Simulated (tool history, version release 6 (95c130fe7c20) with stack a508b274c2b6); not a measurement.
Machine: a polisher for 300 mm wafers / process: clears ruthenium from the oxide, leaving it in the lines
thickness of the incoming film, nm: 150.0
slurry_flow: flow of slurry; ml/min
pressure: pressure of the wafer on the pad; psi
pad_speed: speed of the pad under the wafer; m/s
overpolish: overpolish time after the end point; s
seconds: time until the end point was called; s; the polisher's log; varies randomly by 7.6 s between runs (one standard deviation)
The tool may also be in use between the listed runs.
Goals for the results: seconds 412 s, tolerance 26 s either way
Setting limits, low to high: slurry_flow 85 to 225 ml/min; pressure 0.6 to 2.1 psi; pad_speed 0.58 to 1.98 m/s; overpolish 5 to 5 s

run,hour,slurry_flow,pressure,pad_speed,overpolish,seconds
1,0,145,1.3,1.28,5,159.31
2,0.9,145,1,1.28,5,199.63
3,9.4,140,0.9,1.12,5,247.38
4,16.1,170,0.9,1.12,5,236.22
5,22.8,170,0.6,1.12,5,311.1
6,25.4,170,0.6,1.12,5,301.22
7,28.8,165,0.6,1,5,351.03
8,36.9,160,0.6,0.96,5,364.48
9,41.8,155,0.6,0.92,5,366.97

Exactly one of the 4 candidate moves below puts every result within its allowed miss. Which one?
A,46.7,135,0.6,0.86,5,?
B,46.7,145,0.7,0.94,5,?
C,46.7,165,0.7,1,5,?
D,46.7,205,0.7,0.66,5,?

move,seconds
A,425.25
B,348.52
C,320.75
D,461.24
A: hits every target within its allowed miss
B: misses by more than the last run did
C: misses by more than the last run did
D: pushes the last run's worst result past its target
Answer: A
